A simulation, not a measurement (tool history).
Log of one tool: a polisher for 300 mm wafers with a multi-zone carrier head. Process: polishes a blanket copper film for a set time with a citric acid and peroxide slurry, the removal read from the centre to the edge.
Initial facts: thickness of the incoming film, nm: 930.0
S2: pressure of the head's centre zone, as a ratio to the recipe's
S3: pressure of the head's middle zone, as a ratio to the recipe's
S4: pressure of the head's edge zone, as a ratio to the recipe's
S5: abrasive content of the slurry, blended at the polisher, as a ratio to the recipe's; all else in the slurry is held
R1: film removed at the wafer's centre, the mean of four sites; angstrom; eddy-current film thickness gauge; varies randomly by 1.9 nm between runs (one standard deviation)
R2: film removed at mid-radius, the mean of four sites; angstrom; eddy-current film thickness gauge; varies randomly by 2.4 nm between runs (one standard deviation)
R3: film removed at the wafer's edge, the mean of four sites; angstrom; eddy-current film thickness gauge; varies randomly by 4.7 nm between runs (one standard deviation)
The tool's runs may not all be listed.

run 1 hour=0 | flow_of_slurry_(ml/min)=145 S2=1 S3=1 S4=1 S5=1 polishing_time_(s)=85 | R1=2956.9 R2=2935.5 R3=2983.2
run 2 hour=5 | flow_of_slurry_(ml/min)=125 S2=1 S3=1 S4=1 S5=1 polishing_time_(s)=85 | R1=2827 R2=2863 R3=2890.8
run 3 hour=7.4 | flow_of_slurry_(ml/min)=125 S2=1 S3=1.06 S4=1 S5=1 polishing_time_(s)=85 | R1=2861 R2=3030.6 R3=2922.8
run 4 hour=15.8 | flow_of_slurry_(ml/min)=135 S2=1 S3=1.06 S4=1.02 S5=1 polishing_time_(s)=85 | R1=2903.5 R2=3082.5 R3=2935.6
run 5 hour=19.4 | flow_of_slurry_(ml/min)=140 S2=0.99 S3=1.05 S4=1.04 S5=1.05 polishing_time_(s)=85 | R1=2917.9 R2=3111.6 R3=3019.7
run 6 hour=27.9 | flow_of_slurry_(ml/min)=140 S2=0.99 S3=0.97 S4=1.04 S5=1.05 polishing_time_(s)=85 | R1=2963.4 R2=2865.8 R3=3011.9
run 7 hour=34.7 | flow_of_slurry_(ml/min)=145 S2=0.97 S3=0.97 S4=1.06 S5=1.1 polishing_time_(s)=85 | R1=2930.3 R2=2926.5 R3=3124.5
run 8 hour=40.2 | flow_of_slurry_(ml/min)=155 S2=0.96 S3=0.97 S4=1.07 S5=1.1 polishing_time_(s)=85 | R1=2936.8 R2=2983.1 R3=3065.8

What will run 9 give?
run 9 hour=48.3 | flow_of_slurry_(ml/min)=150 S2=0.96 S3=0.97 S4=1.08 S5=1.15 polishing_time_(s)=86 | R1=? R2=? R3=?

R1: 2969.7 angstrom
R2: 3014.7 angstrom
R3: 3287.1 angstrom
